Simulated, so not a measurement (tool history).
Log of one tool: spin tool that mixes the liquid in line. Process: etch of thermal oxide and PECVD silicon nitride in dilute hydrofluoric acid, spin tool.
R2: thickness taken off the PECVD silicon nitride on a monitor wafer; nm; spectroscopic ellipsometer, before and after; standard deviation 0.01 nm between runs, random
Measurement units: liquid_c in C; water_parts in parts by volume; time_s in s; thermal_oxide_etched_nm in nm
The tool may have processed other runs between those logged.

run 1 day=0 | liquid_c=24 water_parts=235 time_s=180 | thermal_oxide_etched_nm=2.9166 R2=1.7324
run 2 day=0.362 | liquid_c=23 water_parts=255 time_s=175 | thermal_oxide_etched_nm=2.5104 R2=1.5134
run 3 day=0.688 | liquid_c=21 water_parts=255 time_s=175 | thermal_oxide_etched_nm=2.3458 R2=1.2567
run 4 day=0.808 | liquid_c=21 water_parts=255 time_s=220 | thermal_oxide_etched_nm=2.8939 R2=1.627
run 5 day=0.962 | liquid_c=21 water_parts=255 time_s=180 | thermal_oxide_etched_nm=2.3462 R2=1.3558
run 6 day=1.325 | liquid_c=21 water_parts=300 time_s=180 | thermal_oxide_etched_nm=1.9348 R2=1.105
-- day=1.471 hydrofluoric acid flow meter replaced
run 7 day=1.471 | liquid_c=20.5 water_parts=315 time_s=180 | thermal_oxide_etched_nm=1.9533 R2=1.1056
run 8 day=1.604 | liquid_c=20 water_parts=330 time_s=175 | thermal_oxide_etched_nm=1.7716 R2=0.99046
run 9 day=1.796 | liquid_c=19.5 water_parts=345 time_s=170 | thermal_oxide_etched_nm=1.5665 R2=0.89988
run 10 day=2.158 | liquid_c=19 water_parts=350 time_s=165 | thermal_oxide_etched_nm=1.5149 R2=0.86567
run 11 day=2.317 | liquid_c=18.5 water_parts=355 time_s=160 | thermal_oxide_etched_nm=1.373 R2=0.76728
run 12 day=2.421 | liquid_c=18 water_parts=360 time_s=155 | thermal_oxide_etched_nm=1.2804 R2=0.7129

For run 13, what comes out?
run 13 day=2.758 | liquid_c=18 water_parts=360 time_s=150 | thermal_oxide_etched_nm=? R2=?

thermal_oxide_etched_nm: 1.2446 nm
R2: 0.69192 nm
